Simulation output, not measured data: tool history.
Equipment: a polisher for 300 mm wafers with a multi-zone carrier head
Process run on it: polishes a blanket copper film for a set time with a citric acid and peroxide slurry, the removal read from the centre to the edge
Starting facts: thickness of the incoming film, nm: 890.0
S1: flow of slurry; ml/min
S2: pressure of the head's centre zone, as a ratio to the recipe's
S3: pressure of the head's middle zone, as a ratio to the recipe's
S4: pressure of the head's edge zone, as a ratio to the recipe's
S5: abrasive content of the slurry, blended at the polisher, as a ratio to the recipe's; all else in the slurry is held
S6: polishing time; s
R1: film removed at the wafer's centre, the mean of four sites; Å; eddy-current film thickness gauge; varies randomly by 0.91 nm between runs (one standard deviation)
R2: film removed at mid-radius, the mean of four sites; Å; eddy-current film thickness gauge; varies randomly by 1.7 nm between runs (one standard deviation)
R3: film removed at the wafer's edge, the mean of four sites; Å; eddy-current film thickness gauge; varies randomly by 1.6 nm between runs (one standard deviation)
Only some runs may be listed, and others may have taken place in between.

run 1 hour=0.0 | S1=175 S2=1.00 S3=1.00 S4=1.00 S5=1.00 S6=54 | R1=755.58 R2=727.51 R3=785.67
run 2 hour=2.7 | S1=180 S2=0.95 S3=1.04 S4=1.05 S5=1.15 S6=60 | R1=800.91 R2=876.32 R3=933.42
run 3 hour=9.5 | S1=180 S2=0.95 S3=1.04 S4=1.05 S5=1.05 S6=60 | R1=805.46 R2=870.30 R3=915.86
run 4 hour=11.5 | S1=180 S2=0.95 S3=1.10 S4=1.05 S5=1.05 S6=60 | R1=793.18 R2=912.69 R3=919.09
run 5 hour=12.3 | S1=180 S2=0.95 S3=1.10 S4=0.97 S5=1.05 S6=60 | R1=790.00 R2=912.86 R3=874.77
run 6 hour=13.3 | S1=185 S2=0.94 S3=1.11 S4=1.03 S5=1.20 S6=63 | R1=860.38 R2=993.96 R3=974.13
run 7 hour=17.8 | S1=185 S2=0.92 S3=1.12 S4=1.07 S5=1.25 S6=66 | R1=876.02 R2=1052.50 R3=1029.30

Run 8 is up next; what results do you expect?
run 8 hour=20.9 | S1=190 S2=0.90 S3=1.11 S4=1.10 S5=1.30 S6=70 | R1=? R2=? R3=?

Run 8 gave R1 912.36 Å, R2 1148.50 Å, R3 1131.40 Å.
